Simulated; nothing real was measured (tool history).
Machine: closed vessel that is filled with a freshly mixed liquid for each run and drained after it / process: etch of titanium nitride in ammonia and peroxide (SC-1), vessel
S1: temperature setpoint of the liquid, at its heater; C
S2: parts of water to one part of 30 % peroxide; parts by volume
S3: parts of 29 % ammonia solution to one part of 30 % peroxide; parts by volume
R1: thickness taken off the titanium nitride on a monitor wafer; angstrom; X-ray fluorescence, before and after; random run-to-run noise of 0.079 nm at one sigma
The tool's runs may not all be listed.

{"run": 1, "day": 0.0, "S1": 47.0, "S2": 16, "S3": 0.45, "time in the liquid (s)": 290, "R1": 103.23}
{"run": 2, "day": 0.133, "S1": 47.0, "S2": 16, "S3": 0.4, "time in the liquid (s)": 290, "R1": 100.93}
{"run": 3, "day": 0.371, "S1": 47.0, "S2": 16, "S3": 0.4, "time in the liquid (s)": 200, "R1": 70.107}
{"run": 4, "day": 0.633, "S1": 47.5, "S2": 16, "S3": 0.4, "time in the liquid (s)": 200, "R1": 71.712}
{"run": 5, "day": 0.796, "S1": 40.5, "S2": 16, "S3": 0.4, "time in the liquid (s)": 200, "R1": 43.059}
{"run": 6, "day": 1.138, "S1": 42.0, "S2": 16, "S3": 0.4, "time in the liquid (s)": 200, "R1": 48.145}
{"run": 7, "day": 1.346, "S1": 42.0, "S2": 16, "S3": 0.4, "time in the liquid (s)": 200, "R1": 48.658}
{"run": 8, "day": 1.725, "S1": 43.0, "S2": 16, "S3": 0.4, "time in the liquid (s)": 200, "R1": 52.751}

Predict the results of run 9:
{"day": 1.971, "done": "ammonia flow meter replaced"}
{"run": 9, "day": 1.971, "S1": 44.0, "S2": 16, "S3": 0.4, "time in the liquid (s)": 200, "R1": "?"}

R1: 57.238 angstrom
